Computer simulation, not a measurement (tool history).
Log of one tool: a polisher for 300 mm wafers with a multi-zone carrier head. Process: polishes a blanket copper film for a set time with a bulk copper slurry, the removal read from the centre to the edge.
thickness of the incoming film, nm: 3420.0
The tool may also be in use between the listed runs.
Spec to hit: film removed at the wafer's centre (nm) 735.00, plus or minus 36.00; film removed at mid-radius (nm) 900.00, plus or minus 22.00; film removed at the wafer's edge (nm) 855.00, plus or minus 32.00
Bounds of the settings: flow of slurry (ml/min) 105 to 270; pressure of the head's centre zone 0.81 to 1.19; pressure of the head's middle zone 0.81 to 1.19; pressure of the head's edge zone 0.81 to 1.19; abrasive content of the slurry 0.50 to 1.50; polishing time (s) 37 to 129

| run | day | flow of slurry (ml/min) | pressure of the head's centre zone | pressure of the head's middle zone | pressure of the head's edge zone | abrasive content of the slurry | polishing time (s) | film removed at the wafer's centre (nm) | film removed at mid-radius (nm) | film removed at the wafer's edge (nm) |
|---|---|---|---|---|---|---|---|---|---|---|
| 1 | 0.000 | 175 | 1.00 | 1.00 | 1.00 | 1.00 | 83 | 1038.70 | 1030.20 | 1026.80 |
| 2 | 0.308 | 175 | 1.00 | 1.00 | 1.00 | 1.00 | 91 | 1107.80 | 1115.70 | 1135.20 |
| 3 | 0.550 | 175 | 1.06 | 1.00 | 1.00 | 1.00 | 91 | 1203.40 | 1110.50 | 1142.40 |
| 4 | 0.733 | 175 | 1.06 | 1.05 | 1.00 | 1.00 | 91 | 1176.00 | 1164.40 | 1125.40 |
| 5 | 0.871 | 175 | 1.06 | 1.05 | 0.97 | 1.00 | 91 | 1191.30 | 1164.60 | 1122.00 |
| 6 | 1.162 | 170 | 1.02 | 1.04 | 0.97 | 0.90 | 89 | 1054.50 | 1095.70 | 1059.50 |
| 7 | 1.475 | 165 | 1.00 | 1.04 | 0.95 | 0.85 | 88 | 1006.80 | 1053.70 | 1041.50 |
| 8 | 1.542 | 170 | 0.99 | 1.05 | 0.94 | 0.80 | 86 | 938.11 | 1022.00 | 962.54 |
| 9 | 1.621 | 170 | 0.97 | 1.04 | 0.93 | 0.75 | 86 | 928.51 | 998.10 | 951.02 |
| 10 | 1.842 | 165 | 0.95 | 1.04 | 0.92 | 0.70 | 86 | 883.33 | 972.82 | 917.06 |
| 11 | 2.138 | 160 | 0.93 | 1.04 | 0.92 | 0.70 | 86 | 829.24 | 972.31 | 912.16 |
| 12 | 2.454 | 155 | 0.92 | 1.03 | 0.91 | 0.70 | 86 | 840.95 | 944.53 | 909.70 |
| 13 | 2.825 | 150 | 0.91 | 1.03 | 0.90 | 0.70 | 86 | 818.01 | 948.70 | 896.95 |
| 14 | 2.854 | 120 | 0.85 | 1.00 | 0.88 | 0.65 | 86 | 722.20 | 867.72 | 842.63 |
| 15 | 3.017 | 125 | 0.85 | 1.00 | 0.88 | 0.65 | 86 | 718.14 | 867.91 | 836.81 |

Exercise: of the 4 proposed moves below, exactly one satisfies all targets within the stated allowed misses. Which move is it?
| A | 3.179 | 110 | 0.87 | 0.98 | 0.86 | 0.65 | 89 | ? | ? | ? |
| B | 3.179 | 150 | 0.81 | 1.04 | 0.81 | 0.75 | 84 | ? | ? | ? |
| C | 3.179 | 135 | 0.86 | 1.11 | 0.85 | 0.75 | 81 | ? | ? | ? |
| D | 3.179 | 145 | 0.84 | 1.01 | 0.87 | 0.55 | 90 | ? | ? | ? |

| move | film removed at the wafer's centre (nm) | film removed at mid-radius (nm) | film removed at the wafer's edge (nm) |
|---|---|---|---|
| A | 738.56 | 861.82 | 851.08 |
| B | 736.31 | 961.65 | 859.98 |
| C | 736.09 | 958.61 | 832.99 |
| D | 734.88 | 903.26 | 856.91 |
A: moves away from the targets compared with the last run
B: moves the result that the last run missed by most past its target, out the other side
C: moves the result that the last run missed by most past its target, out the other side
D: every result lands within tolerance
Answer: D
